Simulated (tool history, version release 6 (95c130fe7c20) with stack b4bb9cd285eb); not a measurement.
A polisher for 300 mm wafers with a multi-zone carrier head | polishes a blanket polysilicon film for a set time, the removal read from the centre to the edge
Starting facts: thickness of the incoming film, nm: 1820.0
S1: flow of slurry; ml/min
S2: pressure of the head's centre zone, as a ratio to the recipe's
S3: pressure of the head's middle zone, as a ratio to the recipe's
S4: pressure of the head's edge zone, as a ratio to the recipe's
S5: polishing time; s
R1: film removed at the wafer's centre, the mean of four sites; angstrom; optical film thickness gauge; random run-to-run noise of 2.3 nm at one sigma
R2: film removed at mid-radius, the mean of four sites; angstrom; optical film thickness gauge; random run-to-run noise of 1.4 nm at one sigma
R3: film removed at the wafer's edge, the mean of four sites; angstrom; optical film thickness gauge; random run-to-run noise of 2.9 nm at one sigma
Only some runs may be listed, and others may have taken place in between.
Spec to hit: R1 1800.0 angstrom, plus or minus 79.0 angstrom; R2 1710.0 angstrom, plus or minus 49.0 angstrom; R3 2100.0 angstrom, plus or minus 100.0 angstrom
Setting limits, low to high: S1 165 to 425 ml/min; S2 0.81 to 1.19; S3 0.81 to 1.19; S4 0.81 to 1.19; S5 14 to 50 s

{"run": 1, "day": 0.0, "S1": 275, "S2": 1.0, "S3": 1.0, "S4": 1.0, "S5": 32, "R1": 2047.5, "R2": 1959.0, "R3": 2081.8}
{"run": 2, "day": 0.208, "S1": 275, "S2": 1.04, "S3": 1.0, "S4": 1.0, "S5": 32, "R1": 2094.7, "R2": 1966.2, "R3": 2129.6}
{"run": 3, "day": 0.417, "S1": 275, "S2": 1.04, "S3": 1.0, "S4": 0.96, "S5": 32, "R1": 2108.5, "R2": 1960.3, "R3": 2046.7}
{"run": 4, "day": 0.679, "S1": 230, "S2": 1.04, "S3": 1.0, "S4": 0.96, "S5": 32, "R1": 2045.7, "R2": 1929.7, "R3": 2032.9}
{"run": 5, "day": 0.758, "S1": 230, "S2": 1.11, "S3": 1.0, "S4": 0.96, "S5": 32, "R1": 2184.4, "R2": 1930.7, "R3": 1951.5}
{"run": 6, "day": 1.117, "S1": 225, "S2": 1.08, "S3": 0.98, "S4": 0.97, "S5": 32, "R1": 2117.3, "R2": 1852.2, "R3": 2065.7}
{"run": 7, "day": 1.454, "S1": 220, "S2": 1.06, "S3": 0.98, "S4": 0.97, "S5": 32, "R1": 2061.6, "R2": 1907.8, "R3": 2044.0}
{"run": 8, "day": 1.704, "S1": 220, "S2": 1.06, "S3": 0.98, "S4": 0.97, "S5": 32, "R1": 2095.0, "R2": 1892.0, "R3": 2029.3}

Which single option among these 5 for the next run brings every result within its allowed miss of target? Just one does.
{"run": "A", "day": 1.954, "S1": 185, "S2": 0.87, "S3": 0.9, "S4": 1.07, "S5": 35, "R1": "?", "R2": "?", "R3": "?"}
{"run": "B", "day": 1.954, "S1": 185, "S2": 0.95, "S3": 0.91, "S4": 1.11, "S5": 32, "R1": "?", "R2": "?", "R3": "?"}
{"run": "C", "day": 1.954, "S1": 200, "S2": 0.87, "S3": 0.82, "S4": 1.18, "S5": 34, "R1": "?", "R2": "?", "R3": "?"}
{"run": "D", "day": 1.954, "S1": 230, "S2": 0.9, "S3": 0.97, "S4": 1.04, "S5": 29, "R1": "?", "R2": "?", "R3": "?"}
{"run": "E", "day": 1.954, "S1": 245, "S2": 0.9, "S3": 0.92, "S4": 1.03, "S5": 32, "R1": "?", "R2": "?", "R3": "?"}

move=A R1=1801.3 R2=1861.4 R3=2283.7
move=B R1=1799.8 R2=1716.0 R3=2126.6
move=C R1=1776.7 R2=1704.0 R3=2358.9
move=D R1=1608.9 R2=1697.5 R3=1914.6
move=E R1=1792.2 R2=1811.1 R3=2118.0
A: meets the target for the result that was furthest off, but another lies outside its allowed miss
B: all results land within tolerance of their targets
C: meets the target for the result that was furthest off, but another lies outside its allowed miss
D: takes the result that was furthest off past its target
E: meets the target for the result that was furthest off, but another lies outside its allowed miss
The right move is B.

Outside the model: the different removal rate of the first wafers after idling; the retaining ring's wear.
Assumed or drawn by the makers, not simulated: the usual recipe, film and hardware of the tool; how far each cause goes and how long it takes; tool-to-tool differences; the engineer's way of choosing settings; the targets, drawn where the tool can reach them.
